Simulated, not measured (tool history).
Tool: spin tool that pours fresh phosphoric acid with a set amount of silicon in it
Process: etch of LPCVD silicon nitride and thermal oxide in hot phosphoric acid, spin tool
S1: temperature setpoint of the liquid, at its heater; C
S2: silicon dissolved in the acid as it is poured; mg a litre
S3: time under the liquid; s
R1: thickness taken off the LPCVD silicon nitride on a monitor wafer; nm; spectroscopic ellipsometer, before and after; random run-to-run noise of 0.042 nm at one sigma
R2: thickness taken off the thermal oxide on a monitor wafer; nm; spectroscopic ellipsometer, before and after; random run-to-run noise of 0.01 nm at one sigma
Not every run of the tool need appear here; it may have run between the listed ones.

| run | hour | S1 | S2 | S3 | R1 | R2 |
|---|---|---|---|---|---|---|
| 1 | 0.0 | 162.0 | 16.5 | 180 | 16.543 | 0.42465 |
| 2 | 1.5 | 162.0 | 16.5 | 115 | 10.539 | 0.29042 |
| 3 | 9.1 | 162.0 | 10.0 | 115 | 10.524 | 0.27818 |
| 4 | 14.0 | 162.0 | 10.0 | 155 | 14.215 | 0.38087 |
| 5 | 14.9 | 161.5 | 13.5 | 155 | 13.926 | 0.37703 |
| 6 | 21.5 | 162.5 | 13.5 | 155 | 14.428 | 0.40901 |
| 7 | 27.1 | 162.0 | 15.5 | 155 | 14.206 | 0.35784 |
| 8 | 29.7 | 161.5 | 18.0 | 155 | 13.997 | 0.31379 |
| 9 | 38.0 | 161.0 | 18.0 | 155 | 13.743 | 0.27274 |
| 10 | 41.0 | 161.0 | 17.5 | 155 | 13.661 | 0.31331 |
| 11 | 47.8 | 160.5 | 18.5 | 155 | 13.431 | 0.28906 |

Predict the results of run 12:
| 12 | 49.8 | 160.0 | 19.5 | 155 | ? | ? |

{"run 12": {"R1": 13.228, "R2": 0.28467}}
